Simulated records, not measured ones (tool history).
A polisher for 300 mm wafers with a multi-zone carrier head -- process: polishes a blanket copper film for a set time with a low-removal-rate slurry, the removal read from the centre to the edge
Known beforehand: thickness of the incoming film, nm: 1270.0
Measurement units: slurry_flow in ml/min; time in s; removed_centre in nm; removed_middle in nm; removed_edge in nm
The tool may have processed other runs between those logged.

{"run": 1, "hour": 0.0, "slurry_flow": 135, "centre_zone": 1.0, "middle_zone": 1.0, "edge_zone": 1.0, "slurry_solids": 1.0, "time": 61, "removed_centre": 187.26, "removed_middle": 203.58, "removed_edge": 197.13}
{"run": 2, "hour": 4.2, "slurry_flow": 135, "centre_zone": 1.0, "middle_zone": 1.0, "edge_zone": 0.92, "slurry_solids": 1.0, "time": 61, "removed_centre": 184.97, "removed_middle": 210.71, "removed_edge": 188.68}
{"run": 3, "hour": 12.4, "slurry_flow": 140, "centre_zone": 0.99, "middle_zone": 1.03, "edge_zone": 0.98, "slurry_solids": 1.15, "time": 64, "removed_centre": 206.77, "removed_middle": 229.03, "removed_edge": 214.36}
{"run": 4, "hour": 14.9, "slurry_flow": 150, "centre_zone": 0.96, "middle_zone": 1.07, "edge_zone": 1.02, "slurry_solids": 1.25, "time": 66, "removed_centre": 203.97, "removed_middle": 246.74, "removed_edge": 231.49}
{"run": 5, "hour": 21.4, "slurry_flow": 150, "centre_zone": 0.96, "middle_zone": 1.07, "edge_zone": 0.95, "slurry_solids": 1.25, "time": 66, "removed_centre": 209.5, "removed_middle": 254.47, "removed_edge": 226.08}
{"run": 6, "hour": 23.2, "slurry_flow": 150, "centre_zone": 0.96, "middle_zone": 1.07, "edge_zone": 0.89, "slurry_solids": 1.25, "time": 66, "removed_centre": 206.74, "removed_middle": 251.79, "removed_edge": 219.0}
{"run": 7, "hour": 28.8, "slurry_flow": 155, "centre_zone": 0.96, "middle_zone": 1.08, "edge_zone": 0.95, "slurry_solids": 1.35, "time": 67, "removed_centre": 214.79, "removed_middle": 260.4, "removed_edge": 231.9}
{"hour": 33.0, "done": "centre zone pressure recalibrated"}
{"run": 8, "hour": 33.0, "slurry_flow": 160, "centre_zone": 0.96, "middle_zone": 1.09, "edge_zone": 1.0, "slurry_solids": 1.4, "time": 69, "removed_centre": 250.89, "removed_middle": 280.93, "removed_edge": 253.11}
{"run": 9, "hour": 34.8, "slurry_flow": 155, "centre_zone": 0.94, "middle_zone": 1.1, "edge_zone": 1.05, "slurry_solids": 1.4, "time": 70, "removed_centre": 243.52, "removed_middle": 283.14, "removed_edge": 262.45}

Expected results for the next run?
{"run": 10, "hour": 41.3, "slurry_flow": 155, "centre_zone": 0.93, "middle_zone": 1.1, "edge_zone": 1.08, "slurry_solids": 1.4, "time": 70, "removed_centre": "?", "removed_middle": "?", "removed_edge": "?"}

removed_centre: 239.82 nm
removed_middle: 275.98 nm
removed_edge: 266.07 nm
